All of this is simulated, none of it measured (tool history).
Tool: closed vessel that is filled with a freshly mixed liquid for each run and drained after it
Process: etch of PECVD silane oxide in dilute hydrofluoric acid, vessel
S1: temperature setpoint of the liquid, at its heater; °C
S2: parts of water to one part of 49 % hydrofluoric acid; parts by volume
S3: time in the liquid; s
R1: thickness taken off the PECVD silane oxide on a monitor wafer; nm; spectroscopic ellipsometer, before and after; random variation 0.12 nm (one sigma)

run 1 hour=0.0 | S1=22.0 S2=170 S3=105 | R1=16.173
run 2 hour=3.6 | S1=22.0 S2=130 S3=105 | R1=21.994
run 3 hour=5.5 | S1=21.0 S2=135 S3=105 | R1=20.509
run 4 hour=6.3 | S1=20.0 S2=140 S3=105 | R1=18.764
run 5 hour=7.9 | S1=19.5 S2=145 S3=105 | R1=17.530
run 6 hour=11.4 | S1=19.0 S2=145 S3=105 | R1=17.257

Forecast run 7:
run 7 hour=18.7 | S1=18.5 S2=145 S3=105 | R1=?

Run 7 gave R1 16.973 nm.

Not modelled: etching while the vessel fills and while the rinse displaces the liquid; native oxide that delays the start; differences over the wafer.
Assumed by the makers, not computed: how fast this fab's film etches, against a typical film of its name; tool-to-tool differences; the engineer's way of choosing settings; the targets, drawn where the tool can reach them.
